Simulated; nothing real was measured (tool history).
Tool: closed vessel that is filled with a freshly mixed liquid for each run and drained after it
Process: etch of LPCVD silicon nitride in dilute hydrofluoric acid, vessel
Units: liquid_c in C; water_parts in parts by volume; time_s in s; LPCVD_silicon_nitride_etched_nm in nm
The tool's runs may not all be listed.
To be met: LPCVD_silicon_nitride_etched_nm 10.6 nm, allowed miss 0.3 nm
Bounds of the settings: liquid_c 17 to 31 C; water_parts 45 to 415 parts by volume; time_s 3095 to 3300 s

run,hour,liquid_c,water_parts,time_s,LPCVD_silicon_nitride_etched_nm
1,0,23,230,3095,7.0356
2,4.7,23,260,3095,6.227
3,10.5,19.5,260,3095,4.976
4,12.2,19.5,260,3300,5.2894
5,15.7,21,260,3300,5.8912
6,17.9,22.5,260,3300,6.4927
7,20.5,23.5,260,3300,6.9
8,28,24.5,260,3300,7.2696
9,30.8,25.5,260,3300,7.7939

Which of these 4 next moves meets every target?
A,33.6,25,185,3300,?
B,33.6,25,285,3125,?
C,33.6,25,200,3300,?
D,33.6,26,305,3195,?

move,LPCVD_silicon_nitride_etched_nm
A,10.505
B,6.4698
C,9.7213
D,6.5647
A: meets every target
B: further off than the last run
C: nearer than the last run, and not there yet
D: further off than the last run
Answer: A
